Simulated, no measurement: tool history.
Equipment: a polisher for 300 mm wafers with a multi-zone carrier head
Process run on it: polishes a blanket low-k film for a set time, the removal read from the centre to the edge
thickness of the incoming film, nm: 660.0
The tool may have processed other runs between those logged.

run,hour,flow of slurry (ml/min),pressure of the head's centre zone,pressure of the head's middle zone,pressure of the head's edge zone,abrasive content of the slurry,polishing time (s),film removed at the wafer's centre (Å),film removed at mid-radius (Å),film removed at the wafer's edge (Å)
1,0,305,1,1,1,1,54,308.34,293.75,282.98
2,0.8,255,1,1,1,1,54,301.99,287.57,277.42
3,9,255,1,1,1,0.8,54,275.4,255.58,259.16
4,11,185,1,1,1,0.8,54,257.29,248.08,244.82
5,15.1,240,1,1.01,1.05,0.9,55,293.98,278.49,273.96
6,23.7,240,1,0.95,1.05,0.9,55,288.15,262.76,277.39

For run 7, what comes out?
7,25.1,275,0.99,0.96,1.09,1,56,?,?,?

film removed at the wafer's centre (Å): 311.14
film removed at mid-radius (Å): 290.71
film removed at the wafer's edge (Å): 298.31

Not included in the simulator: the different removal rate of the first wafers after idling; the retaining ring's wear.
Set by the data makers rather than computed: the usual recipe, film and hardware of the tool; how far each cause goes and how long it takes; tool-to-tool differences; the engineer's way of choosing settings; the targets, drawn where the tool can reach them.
